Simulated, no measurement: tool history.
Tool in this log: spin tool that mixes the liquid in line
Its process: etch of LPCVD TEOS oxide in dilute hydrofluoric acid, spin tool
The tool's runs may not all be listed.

run  hour  temperature setpoint of the liquid (°C)  parts of water to one part of 49 % hydrofluoric acid (parts by volume)  time under the liquid (s)  thickness taken off the LPCVD TEOS oxide on a monitor wafer (Å)
  1   0.0                                     24.0                                                                     265                         40                                                           22.527
  2   8.7                                     25.5                                                                     265                         40                                                           23.796
  3  12.0                                     26.5                                                                     260                         40                                                           25.087
  4  15.0                                     27.5                                                                     255                         40                                                           26.907
  5  18.6                                     29.0                                                                     255                         40                                                           28.677
  6  21.0                                     32.0                                                                     255                         40                                                           30.953

Run 7 is up next; what results do you expect?
  7  29.1                                     32.0                                                                     255                         40                                                                ?

thickness taken off the LPCVD TEOS oxide on a monitor wafer (Å): 31.155

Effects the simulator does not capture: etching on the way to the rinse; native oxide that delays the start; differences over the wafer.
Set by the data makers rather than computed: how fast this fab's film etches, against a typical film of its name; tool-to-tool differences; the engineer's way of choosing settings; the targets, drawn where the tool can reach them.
